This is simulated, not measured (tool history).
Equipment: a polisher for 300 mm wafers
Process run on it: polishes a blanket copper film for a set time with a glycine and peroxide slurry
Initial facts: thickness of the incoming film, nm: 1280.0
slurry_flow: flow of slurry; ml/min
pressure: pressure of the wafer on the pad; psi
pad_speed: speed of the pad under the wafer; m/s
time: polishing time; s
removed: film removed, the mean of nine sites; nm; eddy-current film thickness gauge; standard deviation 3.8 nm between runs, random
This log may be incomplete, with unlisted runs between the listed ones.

{"run": 1, "hour": 0.0, "slurry_flow": 150, "pressure": 2.7, "pad_speed": 0.82, "time": 106, "removed": 470.41}
{"run": 2, "hour": 1.0, "slurry_flow": 150, "pressure": 2.5, "pad_speed": 0.82, "time": 106, "removed": 442.8}
{"run": 3, "hour": 9.8, "slurry_flow": 150, "pressure": 1.9, "pad_speed": 0.82, "time": 106, "removed": 363.35}
{"run": 4, "hour": 13.7, "slurry_flow": 150, "pressure": 1.9, "pad_speed": 1.02, "time": 106, "removed": 418.97}
{"run": 5, "hour": 18.3, "slurry_flow": 150, "pressure": 1.9, "pad_speed": 1.02, "time": 111, "removed": 434.53}
{"run": 6, "hour": 19.2, "slurry_flow": 150, "pressure": 2.4, "pad_speed": 1.02, "time": 111, "removed": 528.85}

Run 7 comes next. What will it give?
{"run": 7, "hour": 24.5, "slurry_flow": 150, "pressure": 2.1, "pad_speed": 1.0, "time": 111, "removed": "?"}

removed: 462.85 nm

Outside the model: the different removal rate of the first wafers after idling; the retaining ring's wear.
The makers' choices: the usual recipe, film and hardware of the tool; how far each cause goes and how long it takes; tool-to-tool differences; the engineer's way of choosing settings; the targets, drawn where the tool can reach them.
